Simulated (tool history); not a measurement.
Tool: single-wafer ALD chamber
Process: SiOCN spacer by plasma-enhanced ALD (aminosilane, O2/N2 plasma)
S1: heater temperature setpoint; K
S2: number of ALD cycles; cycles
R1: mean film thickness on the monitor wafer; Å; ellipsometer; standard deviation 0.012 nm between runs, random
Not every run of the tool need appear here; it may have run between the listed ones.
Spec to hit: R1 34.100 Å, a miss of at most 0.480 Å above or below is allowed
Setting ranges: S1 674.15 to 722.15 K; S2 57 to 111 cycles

Run 1, hour 0.0: S1 698.15 K, S2 84 cycles. Result: R1 44.314 Å.
Run 2, hour 5.6: S1 703.15 K, S2 80 cycles. Result: R1 41.382 Å.
Run 3, hour 12.0: S1 707.15 K, S2 77 cycles. Result: R1 39.370 Å.
Run 4, hour 18.9: S1 710.15 K, S2 75 cycles. Result: R1 37.958 Å.
Run 5, hour 22.2: S1 710.15 K, S2 65 cycles. Result: R1 32.730 Å.
Run 6, hour 29.6: S1 708.15 K, S2 65 cycles. Result: R1 33.148 Å.
Run 7, hour 35.6: S1 706.15 K, S2 65 cycles. Result: R1 33.310 Å.
Run 8, hour 43.7: S1 705.15 K, S2 65 cycles. Result: R1 33.458 Å.
Run 9, hour 48.1: S1 704.15 K, S2 65 cycles. Result: R1 33.645 Å.
Run 10, hour 55.9: S1 704.15 K, S2 65 cycles. Result: R1 33.540 Å.
Run 11, hour 60.6: S1 704.15 K, S2 65 cycles. Result: R1 33.628 Å.

Exercise: of the 4 proposed moves below, exactly one satisfies all targets within the stated allowed misses. Which move is it?
Run A, hour 65.3: S1 691.15 K, S2 60 cycles. Result: R1 ?.
Run B, hour 65.3: S1 709.15 K, S2 65 cycles. Result: R1 ?.
Run C, hour 65.3: S1 696.15 K, S2 64 cycles. Result: R1 ?.
Run D, hour 65.3: S1 699.15 K, S2 63 cycles. Result: R1 ?.

move      R1
   A  32.481
   B  33.015
   C  34.052
   D  33.169
A: moves away from the targets compared with the last run
B: moves away from the targets compared with the last run
C: hits every target within its allowed miss
D: moves away from the targets compared with the last run
So the answer is move C, the one that meets all the targets.

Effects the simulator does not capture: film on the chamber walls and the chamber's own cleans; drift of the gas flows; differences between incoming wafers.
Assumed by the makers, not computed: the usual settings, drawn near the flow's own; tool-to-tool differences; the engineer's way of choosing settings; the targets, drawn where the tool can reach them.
